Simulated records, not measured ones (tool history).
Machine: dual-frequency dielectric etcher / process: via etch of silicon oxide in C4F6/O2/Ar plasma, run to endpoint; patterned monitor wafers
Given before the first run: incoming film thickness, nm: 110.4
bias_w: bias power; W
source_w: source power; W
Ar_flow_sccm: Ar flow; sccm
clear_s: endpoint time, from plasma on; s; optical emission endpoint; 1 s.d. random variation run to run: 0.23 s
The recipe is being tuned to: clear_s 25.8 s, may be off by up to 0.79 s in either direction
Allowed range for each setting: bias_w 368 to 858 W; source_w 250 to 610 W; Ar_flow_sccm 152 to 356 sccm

run,hour,bias_w,source_w,Ar_flow_sccm,clear_s
1,0,613,430,254,21.839
2,1,572,410,256,23.374
3,2.5,654,410,256,22.23
4,8.4,741,410,256,21.675
5,17.3,741,370,256,22.729
6,17.8,716,350,258,23.177
7,18.4,594,280,271,27.468
8,25.5,609,290,270,26.756

Next run, 4 choices. One meets every target within its allowed miss, the rest don't. Which?
A,32.6,593,250,294,?
B,32.6,571,250,289,?
C,32.6,612,300,238,?
D,32.6,596,270,285,?

move,clear_s
A,29.01
B,29.188
C,25.706
D,27.876
A: the biggest miss grows against the last run
B: the biggest miss grows against the last run
C: in spec on every target
D: the biggest miss grows against the last run
Correct choice: C, which meets every target
